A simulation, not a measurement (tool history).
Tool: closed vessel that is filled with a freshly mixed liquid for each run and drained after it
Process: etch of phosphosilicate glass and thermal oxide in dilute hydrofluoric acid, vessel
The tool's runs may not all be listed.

run	hour	temperature setpoint of the liquid (K)	parts of water to one part of 49 % hydrofluoric acid (parts by volume)	time in the liquid (s)	thickness taken off the phosphosilicate glass on a monitor wafer (angstrom)	thickness taken off the thermal oxide on a monitor wafer (angstrom)
1	0	294.15	195	60	289.84	11.672
2	5.6	294.15	265	60	197.48	7.7844
3	10.3	296.65	195	60	318.4	11.774
4	15	299.15	195	60	342.81	13.866
5	23.3	300.15	145	60	521.74	20.661
6	29.9	300.65	125	60	622.64	23.997

The next listed run, before its measurement:
7	33.4	301.15	115	60	?	?

{"run 7": {"thickness taken off the phosphosilicate glass on a monitor wafer (angstrom)": 696.39, "thickness taken off the thermal oxide on a monitor wafer (angstrom)": 27.077}}
